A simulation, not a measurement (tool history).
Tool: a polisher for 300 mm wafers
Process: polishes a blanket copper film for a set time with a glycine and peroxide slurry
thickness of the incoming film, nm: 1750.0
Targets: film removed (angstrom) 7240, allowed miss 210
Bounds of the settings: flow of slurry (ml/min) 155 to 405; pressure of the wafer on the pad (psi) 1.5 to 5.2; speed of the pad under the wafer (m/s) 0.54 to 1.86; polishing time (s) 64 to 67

run	day	flow of slurry (ml/min)	pressure of the wafer on the pad (psi)	speed of the pad under the wafer (m/s)	polishing time (s)	film removed (angstrom)
1	0	260	3.3	1.18	64	4113.2
2	0.246	260	3.3	1.46	64	4957
3	0.55	260	3.3	1.46	67	5252.4
4	0.904	260	3.5	1.46	67	5485.2
5	1.067	260	3.7	1.46	67	5782.7
6	1.133	260	3.9	1.46	67	6062.6
7	1.346	260	4	1.46	67	6196.1
8	1.558	260	4.1	1.46	67	6299.1
9	1.904	260	4.2	1.46	67	6491.4
10	2.196	260	4.3	1.46	67	6589.2
11	2.379	260	4.4	1.46	67	6689.2
12	2.717	260	4.5	1.46	67	6841.6

5 next moves are on the table. One of them brings every result within its allowed miss. Which?
A	3.054	270	4.3	1.46	67	?
B	3.054	405	4.4	1.5	67	?
C	3.054	185	5.2	1.32	67	?
D	3.054	275	4.7	1.44	64	?
E	3.054	235	5.1	1.34	64	?

move	film removed (angstrom)
A	6684.1
B	7249.4
C	6888.7
D	6853.7
E	6789.4
A: further off than the last run
B: meets every target
C: nearer than the last run, and not there yet
D: as far off as the last run
E: further off than the last run
Answer: B
